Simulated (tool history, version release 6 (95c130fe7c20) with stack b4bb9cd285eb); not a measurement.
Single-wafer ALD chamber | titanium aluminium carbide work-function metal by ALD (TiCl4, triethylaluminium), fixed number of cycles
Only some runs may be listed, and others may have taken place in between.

run,day,heater temperature setpoint (K),triethylaluminium pulse time (s),mean film thickness on the monitor wafer (Å)
1,0.000,588.15,9.94,22.794
2,0.146,594.15,9.94,23.452
3,0.467,591.15,9.59,23.289
4,0.504,582.15,9.59,22.154
5,0.712,580.15,9.34,21.821
6,1.050,578.15,9.17,21.445
7,1.288,577.15,9.09,21.368
8,1.342,576.15,9.00,21.177
9,1.621,575.15,8.94,21.026

Expected results for the next run?
10,1.688,574.15,8.89,?

{"run 10": {"mean film thickness on the monitor wafer (Å)": 20.976}}
